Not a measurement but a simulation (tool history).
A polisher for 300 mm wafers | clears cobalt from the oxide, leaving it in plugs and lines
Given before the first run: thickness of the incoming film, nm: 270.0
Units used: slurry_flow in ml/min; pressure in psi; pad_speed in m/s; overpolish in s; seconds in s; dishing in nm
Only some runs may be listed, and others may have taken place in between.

Run 1, hour 0: slurry_flow 235 ml/min, pressure 2.2 psi, pad_speed 1.2 m/s, overpolish 27 s. Result: seconds 37.186 s, dishing 60.867 nm.
Run 2, hour 4.2: slurry_flow 270 ml/min, pressure 2.2 psi, pad_speed 1.2 m/s, overpolish 27 s. Result: seconds 36.07 s, dishing 56.996 nm.
Run 3, hour 13: slurry_flow 280 ml/min, pressure 2.1 psi, pad_speed 1.2 m/s, overpolish 25 s. Result: seconds 38.147 s, dishing 59.086 nm.
Run 4, hour 16.6: slurry_flow 280 ml/min, pressure 2.1 psi, pad_speed 1.38 m/s, overpolish 25 s. Result: seconds 31.776 s, dishing 59.5 nm.
Run 5, hour 22.8: slurry_flow 290 ml/min, pressure 2.1 psi, pad_speed 1.34 m/s, overpolish 23 s. Result: seconds 34.414 s, dishing 57.244 nm.
Run 6, hour 27.2: slurry_flow 300 ml/min, pressure 2.1 psi, pad_speed 1.3 m/s, overpolish 21 s. Result: seconds 33.591 s, dishing 56.859 nm.

Run 7 has not been measured yet. What should we expect?
Run 7, hour 28.5: slurry_flow 235 ml/min, pressure 1.5 psi, pad_speed 1.4 m/s, overpolish 8 s. Result: seconds ?, dishing ?.

{"run 7": {"seconds": 43.743, "dishing": 27.827}}

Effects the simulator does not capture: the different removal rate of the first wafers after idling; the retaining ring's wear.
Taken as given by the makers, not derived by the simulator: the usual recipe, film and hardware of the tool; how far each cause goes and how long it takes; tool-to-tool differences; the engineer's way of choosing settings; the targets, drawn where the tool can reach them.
